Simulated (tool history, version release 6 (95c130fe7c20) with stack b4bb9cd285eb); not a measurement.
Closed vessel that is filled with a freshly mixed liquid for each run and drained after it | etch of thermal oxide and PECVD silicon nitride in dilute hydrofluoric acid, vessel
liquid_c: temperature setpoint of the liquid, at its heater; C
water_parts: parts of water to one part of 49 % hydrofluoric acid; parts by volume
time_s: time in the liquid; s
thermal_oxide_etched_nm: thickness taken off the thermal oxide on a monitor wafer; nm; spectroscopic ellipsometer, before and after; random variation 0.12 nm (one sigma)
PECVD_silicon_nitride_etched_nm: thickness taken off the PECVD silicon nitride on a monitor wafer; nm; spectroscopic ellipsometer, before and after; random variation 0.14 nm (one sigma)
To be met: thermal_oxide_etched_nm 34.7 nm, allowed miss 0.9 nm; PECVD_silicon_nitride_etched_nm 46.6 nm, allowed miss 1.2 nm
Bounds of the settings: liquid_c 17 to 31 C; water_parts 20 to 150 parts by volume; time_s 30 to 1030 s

| run | hour | liquid_c | water_parts | time_s | thermal_oxide_etched_nm | PECVD_silicon_nitride_etched_nm |
|---|---|---|---|---|---|---|
| 1 | 0 | 23 | 85 | 525 | 27.608 | 29.071 |
| 2 | 1.8 | 25 | 85 | 530 | 30.324 | 33.857 |
| 3 | 9.2 | 25 | 65 | 530 | 40.784 | 43.877 |
| 4 | 13.5 | 25 | 85 | 530 | 30.33 | 33.823 |
| 5 | 20.9 | 26.5 | 85 | 535 | 32.526 | 37.735 |
|  | 28.8 | thermometer replaced |
| 6 | 28.8 | 27.5 | 85 | 540 | 36.103 | 44.304 |
| 7 | 36.2 | 28 | 90 | 545 | 34.91 | 43.425 |
| 8 | 36.9 | 28.5 | 90 | 550 | 35.886 | 45.528 |
| 9 | 44.5 | 29 | 90 | 555 | 36.804 | 47.632 |
| 10 | 52 | 29 | 90 | 560 | 37.066 | 47.776 |
| 11 | 54.7 | 29 | 90 | 565 | 37.637 | 48.346 |

Which of these 5 next moves meets every target?
| A | 57.4 | 28.5 | 90 | 590 | ? | ? |
| B | 57.4 | 27.5 | 90 | 595 | ? | ? |
| C | 57.4 | 22 | 85 | 810 | ? | ? |
| D | 57.4 | 30 | 85 | 520 | ? | ? |
| E | 57.4 | 30.5 | 90 | 495 | ? | ? |

| move | thermal_oxide_etched_nm | PECVD_silicon_nitride_etched_nm |
|---|---|---|
| A | 38.512 | 48.851 |
| B | 37.371 | 46.206 |
| C | 43.573 | 46.327 |
| D | 38.327 | 50.148 |
| E | 34.862 | 46.519 |
A: further off than the last run
B: nearer than the last run, and not there yet
C: further off than the last run
D: further off than the last run
E: meets every target
Move E is the one to make.

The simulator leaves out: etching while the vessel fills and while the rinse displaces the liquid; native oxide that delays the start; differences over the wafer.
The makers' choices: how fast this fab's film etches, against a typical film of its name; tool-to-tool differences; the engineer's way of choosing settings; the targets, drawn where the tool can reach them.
